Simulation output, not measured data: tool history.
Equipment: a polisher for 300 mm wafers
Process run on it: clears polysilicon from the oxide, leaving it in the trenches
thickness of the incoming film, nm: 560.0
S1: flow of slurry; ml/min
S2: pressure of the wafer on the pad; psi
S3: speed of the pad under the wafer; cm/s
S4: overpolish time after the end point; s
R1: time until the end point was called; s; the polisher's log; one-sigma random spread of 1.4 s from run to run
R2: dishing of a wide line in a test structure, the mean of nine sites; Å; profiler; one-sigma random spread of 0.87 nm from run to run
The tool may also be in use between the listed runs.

run 1 hour=0 | S1=285 S2=1.6 S3=114 S4=8 | R1=66.236 R2=409.82
run 2 hour=7.4 | S1=260 S2=1.6 S3=114 S4=8 | R1=69.388 R2=402.94
run 3 hour=12.5 | S1=245 S2=1.5 S3=114 S4=9 | R1=70.953 R2=415.71
run 4 hour=13.4 | S1=245 S2=1.4 S3=112 S4=10 | R1=76.473 R2=423.16
run 5 hour=20.6 | S1=245 S2=1.3 S3=112 S4=11 | R1=79.303 R2=433.46
run 6 hour=29.3 | S1=245 S2=1.3 S3=112 S4=8 | R1=80.149 R2=351.43
run 7 hour=37.7 | S1=245 S2=1.2 S3=110 S4=9 | R1=84.275 R2=374.21
run 8 hour=40.3 | S1=245 S2=1.2 S3=110 S4=10 | R1=87.725 R2=407.05
run 9 hour=40.9 | S1=245 S2=1.2 S3=110 S4=10 | R1=87.96 R2=397.92

Predict the results of run 10:
run 10 hour=41.5 | S1=245 S2=1.2 S3=110 S4=11 | R1=? R2=?

R1: 87.539 s
R2: 411.16 Å
